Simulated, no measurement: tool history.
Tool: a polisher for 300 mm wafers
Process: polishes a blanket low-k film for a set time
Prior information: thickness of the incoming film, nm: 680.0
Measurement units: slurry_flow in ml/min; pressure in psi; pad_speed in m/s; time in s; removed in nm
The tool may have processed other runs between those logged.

{"run": 1, "hour": 0.0, "slurry_flow": 185, "pressure": 2.4, "pad_speed": 0.84, "slurry_solids": 1.0, "time": 105, "removed": 45.677}
{"run": 2, "hour": 0.7, "slurry_flow": 185, "pressure": 2.0, "pad_speed": 0.76, "slurry_solids": 1.0, "time": 105, "removed": 38.333}
{"run": 3, "hour": 4.7, "slurry_flow": 185, "pressure": 2.0, "pad_speed": 0.64, "slurry_solids": 1.0, "time": 105, "removed": 33.212}
{"run": 4, "hour": 9.1, "slurry_flow": 185, "pressure": 1.5, "pad_speed": 0.64, "slurry_solids": 1.0, "time": 105, "removed": 28.32}
{"run": 5, "hour": 10.5, "slurry_flow": 185, "pressure": 1.5, "pad_speed": 0.64, "slurry_solids": 1.1, "time": 105, "removed": 29.757}
{"run": 6, "hour": 15.5, "slurry_flow": 185, "pressure": 1.5, "pad_speed": 0.82, "slurry_solids": 1.1, "time": 105, "removed": 34.519}
{"run": 7, "hour": 19.1, "slurry_flow": 185, "pressure": 1.4, "pad_speed": 0.72, "slurry_solids": 1.05, "time": 105, "removed": 30.203}
{"run": 8, "hour": 22.1, "slurry_flow": 185, "pressure": 1.3, "pad_speed": 0.64, "slurry_solids": 1.05, "time": 105, "removed": 26.598}
{"run": 9, "hour": 30.9, "slurry_flow": 185, "pressure": 1.2, "pad_speed": 0.6, "slurry_solids": 1.05, "time": 105, "removed": 24.445}

Predict the results of run 10:
{"run": 10, "hour": 39.5, "slurry_flow": 185, "pressure": 1.2, "pad_speed": 0.58, "slurry_solids": 1.05, "time": 105, "removed": "?"}

Run 10 gave removed 23.879 nm.
